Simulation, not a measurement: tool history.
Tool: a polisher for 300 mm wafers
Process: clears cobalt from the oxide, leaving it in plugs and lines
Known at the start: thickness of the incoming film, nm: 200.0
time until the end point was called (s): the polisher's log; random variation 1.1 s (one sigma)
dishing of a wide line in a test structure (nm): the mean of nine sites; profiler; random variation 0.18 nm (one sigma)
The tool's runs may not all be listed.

run,hour,flow of slurry (ml/min),pressure of the wafer on the pad (psi),speed of the pad under the wafer (cm/s),overpolish time after the end point (s),time until the end point was called (s),dishing of a wide line in a test structure (nm)
1,0.0,135,1.4,116,19,46.603,40.4780
2,4.3,125,1.4,116,19,47.044,41.3080
3,7.1,125,1.4,90,19,60.431,34.9150
4,9.9,100,1.4,90,19,64.106,33.3260
5,12.1,95,1.3,82,16,75.032,26.2040
6,15.1,95,1.1,82,16,86.644,23.4180
7,23.3,90,1.0,82,14,96.155,20.0730
8,24.6,90,0.9,84,12,101.530,16.2820
9,25.7,90,0.8,86,11,110.110,14.7160
10,32.6,80,0.6,98,6,123.800,7.2587

The next listed run, before its measurement:
11,40.9,90,0.6,96,6,?,?

Run 11 gave time until the end point was called (s) 120.910, dishing of a wide line in a test structure (nm) 7.3552.
